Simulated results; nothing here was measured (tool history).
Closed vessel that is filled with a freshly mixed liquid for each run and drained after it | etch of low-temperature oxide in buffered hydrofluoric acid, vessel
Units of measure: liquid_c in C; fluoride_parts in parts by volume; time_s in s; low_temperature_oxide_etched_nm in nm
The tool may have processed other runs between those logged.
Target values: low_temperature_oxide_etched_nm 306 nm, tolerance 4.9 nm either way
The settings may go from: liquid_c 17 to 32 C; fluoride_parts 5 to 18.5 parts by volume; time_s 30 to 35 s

run,hour,liquid_c,fluoride_parts,time_s,low_temperature_oxide_etched_nm
1,0,24,11.5,35,141.3
2,3.7,24,9.5,35,167.8
3,9.8,25,9,35,183.41
4,17.2,26,8.5,35,206.93
5,20.4,26,10.5,35,173.08
6,23.1,27,10,35,191.48
7,28.7,27.5,9.5,35,202.73
8,33.2,28,9,35,215.24
9,34.6,28.5,8.5,35,234.51
10,43.1,29,8.5,35,240.97
11,49.9,29,8.5,35,240.57
12,50.9,32,7.5,35,324.62

Pick the move, out of 4, that brings all results within their allowed miss; only one does.
A,51.9,32,7,30,?
B,51.9,31.5,7.5,35,?
C,51.9,31.5,7,35,?
D,51.9,30,6,30,?

move,low_temperature_oxide_etched_nm
A,296.97
B,313.43
C,337.62
D,305.81
A: carries the result that was furthest off beyond its target, to the other side
B: gains on the last run, yet a result remains outside its allowed miss
C: moves away from the targets compared with the last run
D: all results land within tolerance of their targets
D meets every target.

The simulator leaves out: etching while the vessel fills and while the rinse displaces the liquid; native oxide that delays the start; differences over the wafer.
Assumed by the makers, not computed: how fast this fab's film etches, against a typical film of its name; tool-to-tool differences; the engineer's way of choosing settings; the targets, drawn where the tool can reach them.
